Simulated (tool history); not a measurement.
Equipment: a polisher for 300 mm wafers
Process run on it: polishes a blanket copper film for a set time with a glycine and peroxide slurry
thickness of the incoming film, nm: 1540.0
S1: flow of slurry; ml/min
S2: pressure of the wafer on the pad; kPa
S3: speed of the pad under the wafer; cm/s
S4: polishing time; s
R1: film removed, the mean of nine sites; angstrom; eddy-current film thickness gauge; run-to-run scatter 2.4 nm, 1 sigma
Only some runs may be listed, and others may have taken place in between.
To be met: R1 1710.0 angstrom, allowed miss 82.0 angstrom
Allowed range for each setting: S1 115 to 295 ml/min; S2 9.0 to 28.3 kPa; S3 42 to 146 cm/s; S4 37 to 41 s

run	hour	S1	S2	S3	S4	R1
1	0.0	190	18.6	94	41	2042.1
2	5.8	190	17.9	94	41	1926.7
3	11.9	190	16.5	94	41	1931.1
4	18.3	190	15.9	94	41	1842.3
5	26.4	220	15.9	94	41	1859.1
6	29.7	220	15.9	102	41	2013.7
7	30.4	220	15.2	102	41	1990.4
8	35.0	220	14.5	102	41	1922.2
9	43.2	220	13.8	102	41	1905.0
10	45.5	220	13.1	102	41	1853.3

Of the 4 settings listed for the next run, only one would bring every result within its allowed miss of target. Which one?
A	47.8	265	15.2	106	41	?
B	47.8	210	16.5	98	41	?
C	47.8	245	14.5	108	41	?
D	47.8	230	13.1	104	38	?

move	R1
A	2089.2
B	2013.1
C	2048.0
D	1729.7
A: further off than the last run
B: further off than the last run
C: further off than the last run
D: hits every target within its allowed miss
So the answer is move D, the one that meets all the targets.
